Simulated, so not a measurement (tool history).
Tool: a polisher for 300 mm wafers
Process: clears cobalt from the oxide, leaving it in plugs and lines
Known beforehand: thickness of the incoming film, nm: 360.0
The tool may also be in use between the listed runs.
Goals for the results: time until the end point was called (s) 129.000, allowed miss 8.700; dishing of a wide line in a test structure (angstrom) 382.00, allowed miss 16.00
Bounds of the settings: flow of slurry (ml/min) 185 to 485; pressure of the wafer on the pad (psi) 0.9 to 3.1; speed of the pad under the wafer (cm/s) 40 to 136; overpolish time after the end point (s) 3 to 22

run	hour	flow of slurry (ml/min)	pressure of the wafer on the pad (psi)	speed of the pad under the wafer (cm/s)	overpolish time after the end point (s)	time until the end point was called (s)	dishing of a wide line in a test structure (angstrom)
1	0.0	310	2.0	88	11	99.266	288.58
2	6.9	310	1.8	88	13	109.930	305.48
3	15.5	310	1.8	88	10	107.510	255.70
4	18.0	310	1.8	68	10	137.590	206.04
5	24.1	310	1.8	70	13	139.230	259.47
6	32.1	310	1.8	58	13	166.020	227.70
7	39.9	310	2.0	58	14	144.780	256.26
8	43.0	310	2.0	60	15	149.160	279.46
9	51.8	310	2.1	62	16	134.770	309.29
# hour 55.6: worn pad replaced by a new one
10	55.6	310	2.1	64	17	121.840	352.32
11	60.2	310	2.0	64	18	131.080	357.73

Consider the 5 candidate settings below. Which is the only one whose results all fall within their allowed miss of target?
A	64.8	420	2.1	70	15	?	?
B	64.8	365	2.3	68	15	?	?
C	64.8	345	1.5	64	22	?	?
D	64.8	305	2.1	72	14	?	?
E	64.8	365	1.3	86	20	?	?

move	time until the end point was called (s)	dishing of a wide line in a test structure (angstrom)
A	109.810	348.93
B	106.150	357.53
C	156.660	356.87
D	109.710	331.79
E	129.790	380.72
A: moves away from the targets compared with the last run
B: moves away from the targets compared with the last run
C: moves away from the targets compared with the last run
D: moves away from the targets compared with the last run
E: meets every target
So the answer is move E, the one that meets all the targets.

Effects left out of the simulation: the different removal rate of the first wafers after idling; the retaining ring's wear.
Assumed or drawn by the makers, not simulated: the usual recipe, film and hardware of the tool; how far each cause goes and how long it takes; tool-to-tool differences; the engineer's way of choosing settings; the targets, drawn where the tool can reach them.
